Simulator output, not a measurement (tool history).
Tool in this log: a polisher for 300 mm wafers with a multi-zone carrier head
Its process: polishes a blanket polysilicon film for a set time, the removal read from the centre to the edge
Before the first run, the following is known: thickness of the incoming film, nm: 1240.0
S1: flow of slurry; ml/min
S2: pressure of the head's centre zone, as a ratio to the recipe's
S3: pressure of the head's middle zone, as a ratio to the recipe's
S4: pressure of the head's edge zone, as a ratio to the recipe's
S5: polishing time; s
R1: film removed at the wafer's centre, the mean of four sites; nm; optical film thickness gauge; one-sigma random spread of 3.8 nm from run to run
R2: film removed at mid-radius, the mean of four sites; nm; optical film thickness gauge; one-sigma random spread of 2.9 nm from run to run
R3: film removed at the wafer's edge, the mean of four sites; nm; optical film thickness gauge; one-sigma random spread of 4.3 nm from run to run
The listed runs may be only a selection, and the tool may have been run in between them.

run,hour,S1,S2,S3,S4,S5,R1,R2,R3
1,0,215,1,1,1,59,393.71,395.19,410.77
2,8.3,215,0.96,1,1,59,377.4,399.71,402.34
3,8.8,215,0.98,0.99,0.97,57,378.32,382.98,394.51
4,15.8,220,1,0.99,0.95,54,359.24,359.49,372.36
5,20.7,220,1,0.99,0.95,44,297.51,288.86,295.09
6,25.2,245,1,0.99,0.95,44,294.08,302.35,301.71

Forecast run 7:
7,32.5,235,1.02,0.99,0.94,44,?,?,?

R1: 304 nm
R2: 296.02 nm
R3: 303.02 nm
